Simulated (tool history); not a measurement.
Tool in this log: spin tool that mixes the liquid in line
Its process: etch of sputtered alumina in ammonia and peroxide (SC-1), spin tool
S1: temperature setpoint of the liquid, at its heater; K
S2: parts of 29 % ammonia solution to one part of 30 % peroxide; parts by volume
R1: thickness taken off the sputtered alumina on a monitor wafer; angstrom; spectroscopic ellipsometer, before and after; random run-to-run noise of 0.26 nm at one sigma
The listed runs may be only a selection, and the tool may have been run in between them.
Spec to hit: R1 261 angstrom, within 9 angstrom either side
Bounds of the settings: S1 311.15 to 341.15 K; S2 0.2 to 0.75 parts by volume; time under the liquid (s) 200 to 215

{"run": 1, "hour": 0.0, "S1": 325.15, "S2": 0.45, "time under the liquid (s)": 200, "R1": 166.93}
{"run": 2, "hour": 1.5, "S1": 327.15, "S2": 0.45, "time under the liquid (s)": 200, "R1": 185.08}
{"run": 3, "hour": 4.6, "S1": 328.65, "S2": 0.45, "time under the liquid (s)": 200, "R1": 200.69}
{"run": 4, "hour": 11.4, "S1": 323.65, "S2": 0.45, "time under the liquid (s)": 200, "R1": 155.82}
{"run": 5, "hour": 13.8, "S1": 326.15, "S2": 0.45, "time under the liquid (s)": 200, "R1": 177.43}
{"run": 6, "hour": 20.9, "S1": 326.15, "S2": 0.35, "time under the liquid (s)": 200, "R1": 173.25}
{"run": 7, "hour": 26.9, "S1": 326.15, "S2": 0.35, "time under the liquid (s)": 200, "R1": 173.64}
{"run": 8, "hour": 33.3, "S1": 328.15, "S2": 0.35, "time under the liquid (s)": 200, "R1": 188.86}
{"run": 9, "hour": 41.8, "S1": 330.15, "S2": 0.35, "time under the liquid (s)": 200, "R1": 214.77}
{"run": 10, "hour": 46.2, "S1": 330.15, "S2": 0.35, "time under the liquid (s)": 200, "R1": 215.86}
{"run": 11, "hour": 53.0, "S1": 331.15, "S2": 0.35, "time under the liquid (s)": 200, "R1": 221.13}
{"run": 12, "hour": 61.3, "S1": 331.15, "S2": 0.35, "time under the liquid (s)": 200, "R1": 223.24}
{"run": 13, "hour": 65.1, "S1": 332.15, "S2": 0.35, "time under the liquid (s)": 200, "R1": 235.71}

Of the 5 settings listed for the next run, only one would bring every result within its allowed miss of target. Which one?
{"run": "A", "hour": 68.9, "S1": 334.65, "S2": 0.3, "time under the liquid (s)": 215, "R1": "?"}
{"run": "B", "hour": 68.9, "S1": 330.15, "S2": 0.45, "time under the liquid (s)": 200, "R1": "?"}
{"run": "C", "hour": 68.9, "S1": 334.15, "S2": 0.3, "time under the liquid (s)": 215, "R1": "?"}
{"run": "D", "hour": 68.9, "S1": 335.65, "S2": 0.4, "time under the liquid (s)": 200, "R1": "?"}
{"run": "E", "hour": 68.9, "S1": 333.15, "S2": 0.4, "time under the liquid (s)": 205, "R1": "?"}

move=A R1=282.98
move=B R1=216.84
move=C R1=275.86
move=D R1=284.54
move=E R1=256.8
A: moves the result that the last run missed by most past its target, out the other side
B: lands further from the targets than the last run did
C: moves the result that the last run missed by most past its target, out the other side
D: moves the result that the last run missed by most past its target, out the other side
E: every result within its allowed miss
Correct choice: E, which meets every target

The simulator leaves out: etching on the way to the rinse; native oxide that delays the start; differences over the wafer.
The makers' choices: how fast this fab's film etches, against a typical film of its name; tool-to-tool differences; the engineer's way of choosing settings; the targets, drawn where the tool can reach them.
